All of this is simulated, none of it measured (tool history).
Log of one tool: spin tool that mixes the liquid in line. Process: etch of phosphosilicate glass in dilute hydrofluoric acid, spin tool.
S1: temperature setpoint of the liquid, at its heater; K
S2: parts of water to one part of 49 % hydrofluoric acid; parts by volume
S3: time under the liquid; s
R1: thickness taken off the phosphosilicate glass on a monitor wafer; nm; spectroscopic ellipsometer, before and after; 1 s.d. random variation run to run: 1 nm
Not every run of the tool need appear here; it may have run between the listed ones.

run	hour	S1	S2	S3	R1
1	0	297.15	90	55	56.093
2	2.8	295.65	90	55	52.523
3	5.6	297.15	85	55	59.81
4	8.5	298.15	80	55	67.359
5	15	298.15	95	55	54.637
6	17.9	299.15	90	55	60.746
7	26.7	300.15	85	55	67.309
8	31.7	304.15	50	55	139.54
9	34.7	303.65	50	55	138.23
10	42.8	303.15	50	55	137.1
11	44.3	302.65	50	55	133.99

Run 12 comes next. What will it give?
12	51.9	302.65	50	55	?

{"run 12": {"R1": 132.49}}

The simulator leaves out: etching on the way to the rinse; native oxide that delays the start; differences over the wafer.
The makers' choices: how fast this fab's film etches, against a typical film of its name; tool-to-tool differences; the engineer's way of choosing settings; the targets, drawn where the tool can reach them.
